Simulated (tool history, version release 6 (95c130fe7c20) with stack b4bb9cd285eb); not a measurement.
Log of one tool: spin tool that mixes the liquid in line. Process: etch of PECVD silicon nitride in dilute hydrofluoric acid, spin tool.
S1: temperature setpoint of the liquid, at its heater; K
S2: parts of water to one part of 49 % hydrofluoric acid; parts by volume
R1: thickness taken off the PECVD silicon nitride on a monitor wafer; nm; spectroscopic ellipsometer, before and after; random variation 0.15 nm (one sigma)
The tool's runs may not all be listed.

{"run": 1, "day": 0.0, "S1": 297.15, "S2": 175, "time under the liquid (s)": 290, "R1": 7.8442}
{"run": 2, "day": 0.158, "S1": 297.15, "S2": 230, "time under the liquid (s)": 290, "R1": 5.9885}
{"run": 3, "day": 0.4, "S1": 297.15, "S2": 230, "time under the liquid (s)": 310, "R1": 6.384}
{"run": 4, "day": 0.471, "S1": 299.65, "S2": 230, "time under the liquid (s)": 310, "R1": 7.4035}
{"run": 5, "day": 0.779, "S1": 299.65, "S2": 230, "time under the liquid (s)": 310, "R1": 7.4859}
{"run": 6, "day": 0.808, "S1": 300.65, "S2": 205, "time under the liquid (s)": 310, "R1": 9.0073}
{"run": 7, "day": 0.9, "S1": 301.65, "S2": 180, "time under the liquid (s)": 310, "R1": 10.913}
{"run": 8, "day": 0.971, "S1": 302.15, "S2": 160, "time under the liquid (s)": 310, "R1": 12.565}

Forecast run 9:
{"run": 9, "day": 1.146, "S1": 302.65, "S2": 145, "time under the liquid (s)": 310, "R1": "?"}

{"run 9": {"R1": 14.524}}
